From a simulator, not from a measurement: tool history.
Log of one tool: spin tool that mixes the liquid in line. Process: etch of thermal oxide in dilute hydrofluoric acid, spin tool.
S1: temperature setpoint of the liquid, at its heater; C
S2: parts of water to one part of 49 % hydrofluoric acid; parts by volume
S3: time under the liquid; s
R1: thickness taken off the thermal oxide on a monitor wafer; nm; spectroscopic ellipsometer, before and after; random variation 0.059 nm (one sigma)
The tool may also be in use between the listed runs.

run	hour	S1	S2	S3	R1
1	0	25	95	90	4.5536
2	8.6	27	90	90	5.1743
3	17.5	28.5	85	90	5.7811
4	25	28.5	85	70	4.4944
5	25.7	29	75	70	5.2863
6	28.8	29	95	70	4.0398
# hour 37.7: hydrofluoric acid flow meter replaced
7	37.7	29	85	70	4.9653
8	44.7	30	80	70	5.4059

Run 9 comes next. What will it give?
9	48.8	31	75	70	?

Run 9 gave R1 5.9801 nm.
